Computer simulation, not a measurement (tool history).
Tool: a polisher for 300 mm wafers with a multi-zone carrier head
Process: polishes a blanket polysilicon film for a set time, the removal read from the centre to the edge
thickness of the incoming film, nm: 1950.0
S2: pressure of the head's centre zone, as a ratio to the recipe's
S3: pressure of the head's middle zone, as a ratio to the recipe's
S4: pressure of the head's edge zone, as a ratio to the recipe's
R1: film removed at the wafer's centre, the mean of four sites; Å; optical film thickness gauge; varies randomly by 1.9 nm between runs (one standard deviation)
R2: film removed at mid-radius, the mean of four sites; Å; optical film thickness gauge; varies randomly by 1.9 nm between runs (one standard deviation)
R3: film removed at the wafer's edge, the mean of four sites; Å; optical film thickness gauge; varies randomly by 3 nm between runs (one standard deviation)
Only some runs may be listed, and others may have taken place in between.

Run 1, day 0: flow of slurry (ml/min) 300, S2 1, S3 1, S4 1, polishing time (s) 56. Result: R1 4321.8 Å, R2 4216.5 Å, R3 4210.4 Å.
Run 2, day 0.171: flow of slurry (ml/min) 300, S2 1, S3 1, S4 1, polishing time (s) 68. Result: R1 5351.3 Å, R2 5112.1 Å, R3 5120.5 Å.
Run 3, day 0.229: flow of slurry (ml/min) 305, S2 1, S3 1.01, S4 0.96, polishing time (s) 59. Result: R1 4556.9 Å, R2 4501.1 Å, R3 4370.5 Å.
Run 4, day 0.392: flow of slurry (ml/min) 305, S2 1, S3 1.01, S4 1.01, polishing time (s) 59. Result: R1 4651.1 Å, R2 4516.8 Å, R3 4454.4 Å.
Run 5, day 0.717: flow of slurry (ml/min) 305, S2 1, S3 1.01, S4 1.06, polishing time (s) 59. Result: R1 4606.1 Å, R2 4541 Å, R3 4480.9 Å.
Run 6, day 0.871: flow of slurry (ml/min) 290, S2 1.01, S3 1.03, S4 1.01, polishing time (s) 51. Result: R1 4011.9 Å, R2 3930.7 Å, R3 3927.5 Å.
Run 7, day 1.162: flow of slurry (ml/min) 330, S2 1, S3 1.03, S4 0.97, polishing time (s) 45. Result: R1 3545.3 Å, R2 3533.5 Å, R3 3352.4 Å.
Run 8, day 1.342: flow of slurry (ml/min) 360, S2 0.98, S3 1.02, S4 0.94, polishing time (s) 42. Result: R1 3219.7 Å, R2 3283.1 Å, R3 3061.4 Å.

Run 9 comes next. What will it give?
Run 9, day 1.588: flow of slurry (ml/min) 385, S2 0.97, S3 1.02, S4 0.91, polishing time (s) 40. Result: R1 ?, R2 ?, R3 ?.

R1: 3107 Å
R2: 3094.9 Å
R3: 2886.5 Å
